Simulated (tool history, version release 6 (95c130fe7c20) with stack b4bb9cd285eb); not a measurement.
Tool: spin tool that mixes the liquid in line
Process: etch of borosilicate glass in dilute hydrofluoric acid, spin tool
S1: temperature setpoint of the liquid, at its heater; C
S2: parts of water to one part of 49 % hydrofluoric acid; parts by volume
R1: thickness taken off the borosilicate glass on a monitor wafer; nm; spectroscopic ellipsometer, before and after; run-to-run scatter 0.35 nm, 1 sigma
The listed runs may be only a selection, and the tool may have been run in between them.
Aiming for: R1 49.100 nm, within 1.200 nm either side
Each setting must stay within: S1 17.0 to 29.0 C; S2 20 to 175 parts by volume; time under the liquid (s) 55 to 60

Run 1, hour 0.0: S1 21.0 C, S2 95 parts by volume, time under the liquid (s) 55. Result: R1 17.333 nm.
Run 2, hour 1.3: S1 21.0 C, S2 95 parts by volume, time under the liquid (s) 60. Result: R1 18.526 nm.
Run 3, hour 5.3: S1 21.0 C, S2 95 parts by volume, time under the liquid (s) 55. Result: R1 17.266 nm.
Run 4, hour 9.0: S1 23.5 C, S2 75 parts by volume, time under the liquid (s) 55. Result: R1 24.703 nm.
Run 5, hour 14.5: S1 25.0 C, S2 65 parts by volume, time under the liquid (s) 55. Result: R1 30.935 nm.
Run 6, hour 15.9: S1 26.5 C, S2 60 parts by volume, time under the liquid (s) 55. Result: R1 36.111 nm.
Run 7, hour 23.7: S1 27.5 C, S2 55 parts by volume, time under the liquid (s) 55. Result: R1 41.012 nm.
At hour 27.4: thermometer replaced.
Run 8, hour 27.4: S1 28.0 C, S2 55 parts by volume, time under the liquid (s) 55. Result: R1 43.710 nm.
Run 9, hour 34.4: S1 28.5 C, S2 55 parts by volume, time under the liquid (s) 55. Result: R1 45.082 nm.
Run 10, hour 41.5: S1 29.0 C, S2 50 parts by volume, time under the liquid (s) 55. Result: R1 50.702 nm.

Next run, 4 choices. One meets every target within its allowed miss, the rest don't. Which?
Run A, hour 48.6: S1 27.5 C, S2 50 parts by volume, time under the liquid (s) 60. Result: R1 ?.
Run B, hour 48.6: S1 27.0 C, S2 50 parts by volume, time under the liquid (s) 55. Result: R1 ?.
Run C, hour 48.6: S1 28.5 C, S2 50 parts by volume, time under the liquid (s) 55. Result: R1 ?.
Run D, hour 48.6: S1 27.0 C, S2 50 parts by volume, time under the liquid (s) 60. Result: R1 ?.

move      R1
   A  51.786
   B  46.528
   C  49.401
   D  50.758
A: further off than the last run
B: carries the result that was furthest off beyond its target, to the other side
C: every result lands within tolerance
D: roughly where the last run was
So the answer is move C, the one that meets all the targets.

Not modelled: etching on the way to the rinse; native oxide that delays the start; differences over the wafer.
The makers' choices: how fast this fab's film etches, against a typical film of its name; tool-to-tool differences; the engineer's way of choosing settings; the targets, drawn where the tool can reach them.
